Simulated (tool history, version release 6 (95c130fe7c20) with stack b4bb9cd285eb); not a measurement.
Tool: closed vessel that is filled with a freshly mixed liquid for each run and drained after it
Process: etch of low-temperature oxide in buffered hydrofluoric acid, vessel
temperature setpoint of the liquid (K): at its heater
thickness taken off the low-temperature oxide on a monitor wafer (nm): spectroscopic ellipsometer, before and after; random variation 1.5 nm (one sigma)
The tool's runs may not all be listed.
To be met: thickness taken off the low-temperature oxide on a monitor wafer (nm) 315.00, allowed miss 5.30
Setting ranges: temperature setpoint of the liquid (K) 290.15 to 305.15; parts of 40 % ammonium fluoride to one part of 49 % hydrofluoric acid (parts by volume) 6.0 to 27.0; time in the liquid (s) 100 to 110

run,hour,temperature setpoint of the liquid (K),parts of 40 % ammonium fluoride to one part of 49 % hydrofluoric acid (parts by volume),time in the liquid (s),thickness taken off the low-temperature oxide on a monitor wafer (nm)
1,0.0,298.15,16.5,100,177.38
2,8.3,298.15,16.5,100,175.27
3,17.6,298.15,20.0,100,145.60
4,25.6,296.65,20.0,100,134.52
5,29.4,299.15,17.5,100,174.97
6,37.7,301.15,16.0,100,211.93
7,39.6,302.15,15.0,100,238.90
8,41.1,303.15,14.5,100,260.60
9,44.0,303.65,14.0,100,274.20
10,48.1,304.15,13.5,100,293.14
11,55.0,304.65,13.5,100,302.48
12,57.8,305.15,13.0,100,320.73

5 next moves are on the table. One of them brings every result within its allowed miss. Which?
A,60.6,305.15,14.5,105,?
B,60.6,305.15,15.5,110,?
C,60.6,303.15,12.5,105,?
D,60.6,303.15,13.0,105,?
E,60.6,305.15,14.0,100,?

move,thickness taken off the low-temperature oxide on a monitor wafer (nm)
A,302.80
B,297.17
C,315.38
D,303.52
E,298.46
A: the result that was furthest off in the last run now lies on the other side of its target
B: the result that was furthest off in the last run now lies on the other side of its target
C: meets every target
D: the result that was furthest off in the last run now lies on the other side of its target
E: the result that was furthest off in the last run now lies on the other side of its target
The move that meets every target is C.
